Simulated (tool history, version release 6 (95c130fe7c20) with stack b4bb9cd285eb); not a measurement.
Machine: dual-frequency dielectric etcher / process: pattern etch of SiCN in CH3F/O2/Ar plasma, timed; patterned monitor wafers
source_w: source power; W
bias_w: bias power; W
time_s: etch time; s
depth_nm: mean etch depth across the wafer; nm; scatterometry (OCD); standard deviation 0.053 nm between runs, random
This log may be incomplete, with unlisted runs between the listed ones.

run	hour	source_w	bias_w	time_s	depth_nm
1	0	300	75	38.5	13.269
2	7.8	310	76	38.5	13.565
3	14.6	320	76	38.5	13.624
4	23.1	280	76	38.5	12.912
5	29	280	76	35.5	11.891
6	36.1	290	77	35.5	12.162

For run 7, what comes out?
7	42	300	78	35.5	?

{"run 7": {"depth_nm": 12.311}}
